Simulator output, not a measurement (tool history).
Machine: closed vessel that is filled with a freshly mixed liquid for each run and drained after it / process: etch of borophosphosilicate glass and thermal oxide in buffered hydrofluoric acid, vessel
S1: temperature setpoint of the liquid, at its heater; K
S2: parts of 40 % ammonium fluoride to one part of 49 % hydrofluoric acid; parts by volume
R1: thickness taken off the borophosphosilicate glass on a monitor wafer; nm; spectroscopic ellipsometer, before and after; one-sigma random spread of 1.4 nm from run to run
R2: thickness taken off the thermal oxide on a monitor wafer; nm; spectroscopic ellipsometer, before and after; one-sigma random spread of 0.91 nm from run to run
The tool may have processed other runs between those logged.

run 1 hour=0.0 | S1=297.15 S2=10.0 time_in_the_liquid_(s)=60 | R1=107.800 R2=66.939
run 2 hour=2.6 | S1=299.65 S2=10.0 time_in_the_liquid_(s)=60 | R1=124.800 R2=77.026
run 3 hour=3.8 | S1=299.65 S2=12.0 time_in_the_liquid_(s)=60 | R1=103.220 R2=63.463
run 4 hour=5.7 | S1=301.15 S2=11.0 time_in_the_liquid_(s)=60 | R1=122.150 R2=75.675
run 5 hour=8.4 | S1=301.15 S2=12.5 time_in_the_liquid_(s)=60 | R1=107.250 R2=67.000
run 6 hour=10.7 | S1=301.15 S2=15.0 time_in_the_liquid_(s)=60 | R1=89.415 R2=56.133

The next listed run, before its measurement:
run 7 hour=17.2 | S1=302.15 S2=13.5 time_in_the_liquid_(s)=60 | R1=? R2=?

{"run 7": {"R1": 104.32, "R2": 64.933}}

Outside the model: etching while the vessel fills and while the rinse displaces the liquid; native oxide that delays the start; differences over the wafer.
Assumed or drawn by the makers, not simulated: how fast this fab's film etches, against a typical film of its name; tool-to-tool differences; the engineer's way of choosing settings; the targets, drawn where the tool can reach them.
